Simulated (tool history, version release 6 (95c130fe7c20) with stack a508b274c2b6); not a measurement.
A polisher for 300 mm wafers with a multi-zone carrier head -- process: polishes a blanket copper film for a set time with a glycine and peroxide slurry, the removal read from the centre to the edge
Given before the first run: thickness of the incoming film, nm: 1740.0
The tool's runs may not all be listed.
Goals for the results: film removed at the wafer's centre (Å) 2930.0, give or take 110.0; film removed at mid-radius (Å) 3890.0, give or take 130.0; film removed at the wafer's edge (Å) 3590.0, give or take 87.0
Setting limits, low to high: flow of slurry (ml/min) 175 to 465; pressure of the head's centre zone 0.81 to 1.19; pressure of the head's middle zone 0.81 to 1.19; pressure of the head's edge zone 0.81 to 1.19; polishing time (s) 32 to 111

run	hour	flow of slurry (ml/min)	pressure of the head's centre zone	pressure of the head's middle zone	pressure of the head's edge zone	polishing time (s)	film removed at the wafer's centre (Å)	film removed at mid-radius (Å)	film removed at the wafer's edge (Å)
1	0.0	295	1.00	1.00	1.00	71	4292.7	4338.5	4388.3
2	4.7	285	0.97	1.01	0.99	69	4073.1	4204.9	4162.5
3	5.6	285	0.94	1.03	1.01	67	3876.6	4249.9	4082.8
4	11.7	230	0.94	1.03	1.01	67	3830.0	4120.2	4061.0
5	17.9	230	0.94	1.08	1.01	67	3724.2	4248.7	4065.9
6	26.5	225	0.92	1.09	1.02	66	3570.3	4213.8	4025.0
7	33.2	220	0.90	1.09	1.02	65	3512.0	4143.6	3987.9
8	41.8	210	0.81	1.16	1.02	55	2622.0	3630.7	3378.3
9	47.2	215	0.82	1.16	1.03	55	2626.1	3698.3	3349.8
10	55.6	215	0.82	1.16	1.03	55	2676.8	3671.6	3369.9
11	63.0	220	0.83	1.16	1.04	55	2696.2	3611.3	3374.7
12	67.5	220	0.83	1.16	1.04	56	2751.9	3757.9	3453.6

Exactly one of the 4 candidate moves below puts every result within its allowed miss. Which one?
A	72.0	175	0.87	1.12	1.11	55	?	?	?
B	72.0	200	0.91	1.08	1.07	56	?	?	?
C	72.0	220	0.82	1.10	0.96	61	?	?	?
D	72.0	250	0.81	1.15	1.04	54	?	?	?

move	film removed at the wafer's centre (Å)	film removed at mid-radius (Å)	film removed at the wafer's edge (Å)
A	2756.5	3471.3	3425.7
B	2987.0	3489.3	3465.2
C	2963.3	3897.0	3607.4
D	2629.0	3616.6	3349.7
A: the biggest miss grows against the last run
B: the worst result of the last run now meets its target, but another is out of spec
C: every result within its allowed miss
D: the biggest miss grows against the last run
Go with C: it meets all targets.
